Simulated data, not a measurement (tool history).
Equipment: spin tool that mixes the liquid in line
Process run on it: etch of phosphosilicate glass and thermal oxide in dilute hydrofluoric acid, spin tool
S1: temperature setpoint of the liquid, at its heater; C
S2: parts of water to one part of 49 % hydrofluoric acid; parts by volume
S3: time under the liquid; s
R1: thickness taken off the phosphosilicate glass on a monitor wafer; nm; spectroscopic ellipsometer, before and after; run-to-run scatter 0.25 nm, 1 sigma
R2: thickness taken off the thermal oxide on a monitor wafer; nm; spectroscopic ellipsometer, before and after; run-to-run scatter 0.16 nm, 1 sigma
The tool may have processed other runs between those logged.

| run | hour | S1 | S2 | S3 | R1 | R2 |
|---|---|---|---|---|---|---|
| 1 | 0 | 20 | 240 | 30 | 6.8866 | 0.38152 |
| 2 | 5.7 | 22 | 190 | 30 | 9.8678 | 0.57237 |
| 3 | 14.6 | 23.5 | 155 | 30 | 13.117 | 0.76106 |
| 4 | 22.4 | 24.5 | 130 | 30 | 16.992 | 1.2649 |
| 5 | 29.5 | 25 | 115 | 30 | 19.873 | 1.3015 |
| 6 | 38.2 | 25.5 | 105 | 30 | 22.309 | 1.3822 |
| 7 | 41.2 | 26 | 100 | 30 | 24.003 | 1.5704 |
| 8 | 42.7 | 26.5 | 100 | 30 | 24.741 | 1.3893 |
| 9 | 46.5 | 26.5 | 95 | 30 | 25.814 | 1.7243 |

Predict the results of run 10:
| 10 | 50.2 | 27 | 95 | 30 | ? | ? |

R1: 26.72 nm
R2: 1.7148 nm
